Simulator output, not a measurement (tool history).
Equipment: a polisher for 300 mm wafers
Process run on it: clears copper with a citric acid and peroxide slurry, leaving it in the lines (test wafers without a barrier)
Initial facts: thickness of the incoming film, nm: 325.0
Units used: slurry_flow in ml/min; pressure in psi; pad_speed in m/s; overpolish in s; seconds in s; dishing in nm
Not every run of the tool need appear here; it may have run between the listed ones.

run	hour	slurry_flow	pressure	pad_speed	slurry_solids	overpolish	seconds	dishing
1	0.0	190	2.9	1.40	1.0	18	104.970	45.642
2	4.8	190	3.1	1.40	1.0	19	98.673	51.512
3	11.9	190	3.1	1.40	1.1	19	96.329	49.986
4	18.5	190	2.5	1.40	1.1	19	117.490	42.566
5	19.2	225	2.5	1.40	1.1	19	114.640	43.082
6	21.6	225	2.5	1.22	1.1	19	133.850	40.024
7	26.6	230	3.3	1.24	1.1	22	99.375	57.388
# hour 27.4: slurry nozzle cleaned
8	27.4	230	3.5	1.24	1.1	22	90.659	63.833
9	28.7	235	3.6	1.24	1.1	22	84.973	65.315

For run 10, what comes out?
10	32.9	240	3.6	1.24	1.1	22	?	?

Run 10 produced seconds 84.958 s, dishing 64.765 nm.

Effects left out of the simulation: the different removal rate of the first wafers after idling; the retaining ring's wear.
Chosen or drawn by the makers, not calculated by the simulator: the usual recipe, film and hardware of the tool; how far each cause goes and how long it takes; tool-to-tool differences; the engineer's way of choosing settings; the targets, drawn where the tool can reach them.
